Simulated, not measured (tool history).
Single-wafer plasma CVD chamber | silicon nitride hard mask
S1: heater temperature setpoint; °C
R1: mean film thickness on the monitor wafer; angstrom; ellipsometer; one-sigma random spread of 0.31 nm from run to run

run 1 hour=0.0 | S1=375 chamber_pressure_(Torr)=1.44 RF_power_(kW)=0.340 deposition_time_(s)=45.0 | R1=545.99
run 2 hour=8.6 | S1=384 chamber_pressure_(Torr)=1.44 RF_power_(kW)=0.340 deposition_time_(s)=45.0 | R1=542.50
run 3 hour=9.3 | S1=394 chamber_pressure_(Torr)=1.44 RF_power_(kW)=0.340 deposition_time_(s)=45.0 | R1=541.91
run 4 hour=12.0 | S1=394 chamber_pressure_(Torr)=1.49 RF_power_(kW)=0.340 deposition_time_(s)=45.0 | R1=541.64
run 5 hour=16.6 | S1=399 chamber_pressure_(Torr)=1.49 RF_power_(kW)=0.340 deposition_time_(s)=45.0 | R1=544.97
run 6 hour=23.3 | S1=399 chamber_pressure_(Torr)=1.54 RF_power_(kW)=0.340 deposition_time_(s)=45.0 | R1=548.75

Expected results for the next run?
run 7 hour=25.8 | S1=399 chamber_pressure_(Torr)=1.59 RF_power_(kW)=0.340 deposition_time_(s)=45.0 | R1=?

{"run 7": {"R1": 549.71}}
